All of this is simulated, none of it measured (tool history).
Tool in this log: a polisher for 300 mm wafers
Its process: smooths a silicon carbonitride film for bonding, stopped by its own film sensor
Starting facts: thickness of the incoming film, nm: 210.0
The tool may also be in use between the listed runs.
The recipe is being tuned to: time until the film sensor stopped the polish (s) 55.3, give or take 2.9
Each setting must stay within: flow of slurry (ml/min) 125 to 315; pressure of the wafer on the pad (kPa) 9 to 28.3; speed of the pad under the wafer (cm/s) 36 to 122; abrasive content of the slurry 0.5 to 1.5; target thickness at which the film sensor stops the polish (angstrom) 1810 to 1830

run,hour,flow of slurry (ml/min),pressure of the wafer on the pad (kPa),speed of the pad under the wafer (cm/s),abrasive content of the slurry,target thickness at which the film sensor stops the polish (angstrom),time until the film sensor stopped the polish (s)
1,0,205,18.6,78,1,1830,95.44
2,3.7,205,20.7,80,1,1830,84.055
3,12.3,205,22.1,80,1,1830,81.767
4,13.2,205,23.4,84,1,1830,72.961
5,18.4,205,23.4,84,1,1830,74.929
6,25.3,205,24.1,88,1,1830,70.055
7,30.3,205,24.8,90,1,1830,66.816
8,36.7,205,25.5,92,1,1830,65.617
9,38.7,205,26.2,94,1,1830,60.057
10,41.1,205,26.9,94,1,1830,60.356

5 next moves are on the table. One of them brings every result within its allowed miss. Which?
A,43.5,175,27.6,98,1.35,1820,?
B,43.5,195,27.6,96,1,1820,?
C,43.5,200,28.3,86,0.85,1830,?
D,43.5,210,24.1,90,1.1,1810,?
E,43.5,220,27.6,86,1.15,1820,?

move,time until the film sensor stopped the polish (s)
A,55.302
B,61.734
C,67.592
D,72.325
E,62.844
A: every result within its allowed miss
B: its largest miss is bigger than the last run's
C: its largest miss is bigger than the last run's
D: its largest miss is bigger than the last run's
E: its largest miss is bigger than the last run's
The move that meets every target is A.
